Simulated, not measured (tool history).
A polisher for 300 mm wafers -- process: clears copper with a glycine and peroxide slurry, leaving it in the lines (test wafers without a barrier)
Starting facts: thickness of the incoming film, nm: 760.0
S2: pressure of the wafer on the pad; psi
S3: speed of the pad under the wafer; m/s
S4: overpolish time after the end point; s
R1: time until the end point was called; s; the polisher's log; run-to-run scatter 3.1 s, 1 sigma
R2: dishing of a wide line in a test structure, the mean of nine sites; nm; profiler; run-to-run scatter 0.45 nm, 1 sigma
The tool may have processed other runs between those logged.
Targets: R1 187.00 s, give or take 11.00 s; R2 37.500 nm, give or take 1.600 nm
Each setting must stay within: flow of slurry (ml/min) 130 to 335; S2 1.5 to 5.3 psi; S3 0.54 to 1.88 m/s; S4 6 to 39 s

{"run": 1, "hour": 0.0, "flow of slurry (ml/min)": 215, "S2": 3.4, "S3": 1.2, "S4": 20, "R1": 125.14, "R2": 82.337}
{"run": 2, "hour": 3.8, "flow of slurry (ml/min)": 215, "S2": 3.0, "S3": 1.2, "S4": 20, "R1": 134.63, "R2": 77.282}
{"run": 3, "hour": 7.1, "flow of slurry (ml/min)": 215, "S2": 3.4, "S3": 1.2, "S4": 20, "R1": 122.96, "R2": 81.88}
{"run": 4, "hour": 15.2, "flow of slurry (ml/min)": 215, "S2": 3.2, "S3": 1.08, "S4": 16, "R1": 139.09, "R2": 61.473}
{"run": 5, "hour": 20.2, "flow of slurry (ml/min)": 215, "S2": 3.8, "S3": 1.08, "S4": 16, "R1": 124.26, "R2": 69.845}
{"run": 6, "hour": 25.2, "flow of slurry (ml/min)": 215, "S2": 3.5, "S3": 1.08, "S4": 16, "R1": 134.05, "R2": 66.871}
{"run": 7, "hour": 25.8, "flow of slurry (ml/min)": 220, "S2": 2.5, "S3": 1.0, "S4": 6, "R1": 179.91, "R2": 20.306}
{"run": 8, "hour": 31.2, "flow of slurry (ml/min)": 210, "S2": 2.7, "S3": 0.9, "S4": 8, "R1": 184.94, "R2": 26.717}
{"run": 9, "hour": 38.7, "flow of slurry (ml/min)": 195, "S2": 2.9, "S3": 0.84, "S4": 8, "R1": 195.24, "R2": 25.396}
{"run": 10, "hour": 41.2, "flow of slurry (ml/min)": 205, "S2": 3.1, "S3": 0.78, "S4": 9, "R1": 189.56, "R2": 28.822}
{"run": 11, "hour": 50.1, "flow of slurry (ml/min)": 200, "S2": 3.2, "S3": 0.76, "S4": 10, "R1": 188.85, "R2": 32.109}
{"run": 12, "hour": 57.8, "flow of slurry (ml/min)": 200, "S2": 3.3, "S3": 0.74, "S4": 10, "R1": 190.01, "R2": 32.035}
{"run": 13, "hour": 60.5, "flow of slurry (ml/min)": 200, "S2": 3.4, "S3": 0.72, "S4": 10, "R1": 192.31, "R2": 31.956}
{"run": 14, "hour": 61.9, "flow of slurry (ml/min)": 200, "S2": 3.5, "S3": 0.7, "S4": 10, "R1": 186.92, "R2": 32.004}
{"run": 15, "hour": 63.5, "flow of slurry (ml/min)": 200, "S2": 3.5, "S3": 0.72, "S4": 15, "R1": 183.61, "R2": 46.691}
{"run": 16, "hour": 67.3, "flow of slurry (ml/min)": 205, "S2": 3.4, "S3": 0.74, "S4": 14, "R1": 189.02, "R2": 44.12}
{"run": 17, "hour": 74.8, "flow of slurry (ml/min)": 205, "S2": 3.4, "S3": 0.74, "S4": 14, "R1": 185.12, "R2": 43.499}
{"run": 18, "hour": 79.5, "flow of slurry (ml/min)": 200, "S2": 3.3, "S3": 0.76, "S4": 13, "R1": 184.29, "R2": 41.78}
{"run": 19, "hour": 83.4, "flow of slurry (ml/min)": 210, "S2": 3.2, "S3": 0.76, "S4": 13, "R1": 188.24, "R2": 40.583}
{"run": 20, "hour": 84.8, "flow of slurry (ml/min)": 205, "S2": 3.2, "S3": 0.78, "S4": 13, "R1": 187.06, "R2": 41.246}
{"run": 21, "hour": 87.0, "flow of slurry (ml/min)": 195, "S2": 3.2, "S3": 0.8, "S4": 13, "R1": 186.64, "R2": 41.416}
{"run": 22, "hour": 95.8, "flow of slurry (ml/min)": 205, "S2": 3.1, "S3": 0.8, "S4": 13, "R1": 185.1, "R2": 40.476}
{"run": 23, "hour": 97.0, "flow of slurry (ml/min)": 215, "S2": 3.0, "S3": 0.82, "S4": 11, "R1": 187.69, "R2": 34.862}

Which one of the following 5 next-run settings gets every result inside its allowed miss? There is exactly one.
{"run": "A", "hour": 98.2, "flow of slurry (ml/min)": 215, "S2": 2.8, "S3": 0.9, "S4": 10, "R1": "?", "R2": "?"}
{"run": "B", "hour": 98.2, "flow of slurry (ml/min)": 300, "S2": 2.6, "S3": 0.9, "S4": 12, "R1": "?", "R2": "?"}
{"run": "C", "hour": 98.2, "flow of slurry (ml/min)": 215, "S2": 2.4, "S3": 0.86, "S4": 15, "R1": "?", "R2": "?"}
{"run": "D", "hour": 98.2, "flow of slurry (ml/min)": 245, "S2": 3.5, "S3": 0.84, "S4": 10, "R1": "?", "R2": "?"}
{"run": "E", "hour": 98.2, "flow of slurry (ml/min)": 155, "S2": 2.7, "S3": 0.98, "S4": 10, "R1": "?", "R2": "?"}

move=A R1=181.11 R2=33.205
move=B R1=186.91 R2=38.029
move=C R1=210.37 R2=41.743
move=D R1=159.89 R2=37.394
move=E R1=178.04 R2=33.663
A: moves away from the targets compared with the last run
B: hits every target within its allowed miss
C: takes the result that was furthest off past its target
D: corrects the largest miss of the last run, while another result sits out of spec
E: moves away from the targets compared with the last run
B is the move that brings every result within its allowed miss.
